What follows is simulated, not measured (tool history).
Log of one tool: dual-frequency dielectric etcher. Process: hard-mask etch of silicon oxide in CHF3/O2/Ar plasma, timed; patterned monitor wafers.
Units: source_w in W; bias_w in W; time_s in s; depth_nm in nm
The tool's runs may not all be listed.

| run | day | source_w | bias_w | time_s | depth_nm |
|---|---|---|---|---|---|
| 1 | 0 | 500 | 121 | 13 | 19.535 |
| 2 | 0.321 | 500 | 121 | 13 | 19.378 |
| 3 | 0.621 | 570 | 121 | 13 | 20.369 |
| 4 | 0.838 | 540 | 116 | 13 | 19.934 |
| 5 | 1.038 | 510 | 112 | 13 | 19.602 |
| 6 | 1.292 | 480 | 111 | 13 | 18.867 |
| 7 | 1.654 | 460 | 109 | 13 | 18.479 |

Forecast run 8:
| 8 | 1.692 | 440 | 107 | 13 | ? |

Run 8 gave depth_nm 17.981 nm.

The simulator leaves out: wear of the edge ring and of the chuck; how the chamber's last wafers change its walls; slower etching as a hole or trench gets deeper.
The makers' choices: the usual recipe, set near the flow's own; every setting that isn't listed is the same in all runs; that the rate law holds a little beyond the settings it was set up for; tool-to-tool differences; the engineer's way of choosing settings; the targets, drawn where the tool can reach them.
